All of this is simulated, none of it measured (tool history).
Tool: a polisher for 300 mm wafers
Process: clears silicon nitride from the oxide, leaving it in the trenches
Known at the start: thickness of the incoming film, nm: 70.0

| run | day | flow of slurry (ml/min) | pressure of the wafer on the pad (kPa) | speed of the pad under the wafer (m/s) | overpolish time after the end point (s) | time until the end point was called (s) |
|---|---|---|---|---|---|---|
| 1 | 0.000 | 210 | 13.1 | 1.06 | 5 | 100.990 |
| 2 | 0.300 | 230 | 13.1 | 1.06 | 5 | 98.659 |
| 3 | 0.508 | 250 | 13.1 | 1.06 | 5 | 99.765 |
| 4 | 0.650 | 250 | 14.5 | 1.08 | 5 | 89.165 |
| 5 | 0.908 | 250 | 12.4 | 1.08 | 5 | 103.520 |
| 6 | 0.971 | 250 | 13.8 | 1.10 | 5 | 93.845 |
| 7 | 1.275 | 250 | 15.2 | 1.12 | 5 | 81.854 |
| 8 | 1.442 | 250 | 15.9 | 1.12 | 5 | 79.608 |
| 9 | 1.646 | 250 | 16.5 | 1.12 | 5 | 79.835 |

The next listed run, before its measurement:
| 10 | 1.850 | 250 | 17.2 | 1.14 | 5 | ? |

time until the end point was called (s): 72.562
